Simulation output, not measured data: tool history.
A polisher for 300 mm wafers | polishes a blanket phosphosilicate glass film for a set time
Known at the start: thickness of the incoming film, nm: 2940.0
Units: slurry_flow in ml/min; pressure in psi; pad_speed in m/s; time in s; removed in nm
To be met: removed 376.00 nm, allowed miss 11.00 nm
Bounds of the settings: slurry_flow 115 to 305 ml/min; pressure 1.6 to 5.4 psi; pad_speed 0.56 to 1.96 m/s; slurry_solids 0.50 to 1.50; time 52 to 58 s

run	day	slurry_flow	pressure	pad_speed	slurry_solids	time	removed
1	0.000	195	3.5	1.26	1.00	58	673.67
2	0.208	190	3.1	1.26	1.00	58	607.57
3	0.462	190	3.8	1.26	1.00	58	734.61
4	0.592	190	3.4	1.24	1.00	58	662.13
5	0.917	190	3.0	1.20	1.00	58	571.79
6	1.179	160	3.0	1.20	1.00	58	549.86
7	1.246	155	2.8	1.20	1.00	58	527.91
8	1.275	155	2.6	1.20	1.00	58	492.81
9	1.546	150	2.4	1.20	1.00	58	459.42
10	1.567	150	2.3	1.20	1.00	58	448.45
11	1.704	150	2.2	1.20	1.00	58	429.40
12	1.796	150	2.1	1.20	1.00	58	416.12
13	1.958	150	2.0	1.20	1.00	58	396.18

Which of these 4 next moves meets every target?
A	2.121	130	2.5	1.06	0.75	58	?
B	2.121	205	2.5	0.86	1.05	52	?
C	2.121	135	2.3	1.20	1.00	53	?
D	2.121	170	2.3	0.88	0.90	58	?

move	removed
A	371.78
B	349.40
C	395.28
D	339.43
A: meets every target
B: takes the result that was furthest off past its target
C: as far off as the last run
D: takes the result that was furthest off past its target
Answer: A

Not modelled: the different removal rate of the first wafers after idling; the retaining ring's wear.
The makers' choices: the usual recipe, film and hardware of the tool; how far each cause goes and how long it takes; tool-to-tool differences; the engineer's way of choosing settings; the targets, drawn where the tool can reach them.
